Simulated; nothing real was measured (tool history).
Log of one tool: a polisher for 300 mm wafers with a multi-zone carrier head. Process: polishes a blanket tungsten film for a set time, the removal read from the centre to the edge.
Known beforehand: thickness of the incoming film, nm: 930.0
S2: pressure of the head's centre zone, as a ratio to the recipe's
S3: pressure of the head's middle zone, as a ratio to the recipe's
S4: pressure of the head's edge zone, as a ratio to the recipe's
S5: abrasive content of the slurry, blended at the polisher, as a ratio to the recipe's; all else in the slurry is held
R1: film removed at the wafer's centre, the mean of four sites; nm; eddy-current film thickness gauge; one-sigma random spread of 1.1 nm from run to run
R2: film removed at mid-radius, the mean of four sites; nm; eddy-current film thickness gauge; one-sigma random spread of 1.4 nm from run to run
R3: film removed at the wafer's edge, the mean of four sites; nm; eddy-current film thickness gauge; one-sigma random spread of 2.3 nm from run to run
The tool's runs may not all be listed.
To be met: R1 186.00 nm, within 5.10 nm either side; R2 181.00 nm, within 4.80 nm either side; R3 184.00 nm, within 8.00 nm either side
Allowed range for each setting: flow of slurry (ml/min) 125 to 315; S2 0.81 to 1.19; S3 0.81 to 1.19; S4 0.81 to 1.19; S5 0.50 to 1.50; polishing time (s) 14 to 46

Run 1, hour 0.0: flow of slurry (ml/min) 205, S2 1.00, S3 1.00, S4 1.00, S5 1.00, polishing time (s) 30. Result: R1 159.95 nm, R2 162.71 nm, R3 156.25 nm.
Run 2, hour 8.3: flow of slurry (ml/min) 215, S2 1.01, S3 1.00, S4 1.03, S5 1.05, polishing time (s) 30. Result: R1 163.76 nm, R2 164.18 nm, R3 160.79 nm.
Run 3, hour 9.6: flow of slurry (ml/min) 220, S2 1.02, S3 1.01, S4 1.05, S5 1.10, polishing time (s) 30. Result: R1 165.19 nm, R2 170.54 nm, R3 162.89 nm.
Run 4, hour 16.5: flow of slurry (ml/min) 225, S2 1.03, S3 1.00, S4 1.07, S5 1.15, polishing time (s) 30. Result: R1 170.22 nm, R2 167.76 nm, R3 165.98 nm.
Run 5, hour 18.7: flow of slurry (ml/min) 230, S2 1.03, S3 1.00, S4 1.09, S5 1.20, polishing time (s) 30. Result: R1 172.83 nm, R2 171.74 nm, R3 170.30 nm.
Run 6, hour 24.5: flow of slurry (ml/min) 230, S2 1.03, S3 0.94, S4 1.09, S5 1.20, polishing time (s) 30. Result: R1 173.88 nm, R2 161.42 nm, R3 171.72 nm.
At hour 30.9: edge zone pressure recalibrated.
Run 7, hour 30.9: flow of slurry (ml/min) 230, S2 1.03, S3 0.94, S4 1.09, S5 1.20, polishing time (s) 30. Result: R1 173.31 nm, R2 165.36 nm, R3 176.78 nm.
Run 8, hour 33.9: flow of slurry (ml/min) 235, S2 1.03, S3 0.95, S4 1.10, S5 1.20, polishing time (s) 30. Result: R1 173.38 nm, R2 163.36 nm, R3 176.66 nm.
Run 9, hour 36.1: flow of slurry (ml/min) 240, S2 1.03, S3 0.96, S4 1.10, S5 1.20, polishing time (s) 30. Result: R1 173.69 nm, R2 166.70 nm, R3 174.76 nm.
Run 10, hour 40.5: flow of slurry (ml/min) 245, S2 1.03, S3 0.97, S4 1.11, S5 1.20, polishing time (s) 30. Result: R1 173.76 nm, R2 167.93 nm, R3 181.68 nm.

Exercise: of the 5 proposed moves below, exactly one satisfies all targets within the stated allowed misses. Which move is it?
Run A, hour 44.9: flow of slurry (ml/min) 285, S2 1.12, S3 0.86, S4 1.15, S5 1.20, polishing time (s) 30. Result: R1 ?, R2 ?, R3 ?.
Run B, hour 44.9: flow of slurry (ml/min) 275, S2 0.94, S3 0.96, S4 1.18, S5 1.10, polishing time (s) 30. Result: R1 ?, R2 ?, R3 ?.
Run C, hour 44.9: flow of slurry (ml/min) 175, S2 1.07, S3 1.02, S4 1.12, S5 1.25, polishing time (s) 32. Result: R1 ?, R2 ?, R3 ?.
Run D, hour 44.9: flow of slurry (ml/min) 230, S2 0.97, S3 1.00, S4 1.11, S5 1.15, polishing time (s) 29. Result: R1 ?, R2 ?, R3 ?.
Run E, hour 44.9: flow of slurry (ml/min) 305, S2 0.91, S3 1.08, S4 1.15, S5 1.15, polishing time (s) 30. Result: R1 ?, R2 ?, R3 ?.

move      R1      R2      R3
   A  195.58  155.04  189.88
   B  160.12  166.03  187.18
   C  186.43  179.69  191.86
   D  157.58  164.16  175.58
   E  158.56  187.36  188.47
A: its largest miss is bigger than the last run's
B: its largest miss is bigger than the last run's
C: in spec on every target
D: its largest miss is bigger than the last run's
E: carries the result that was furthest off beyond its target, to the other side
Answer: C
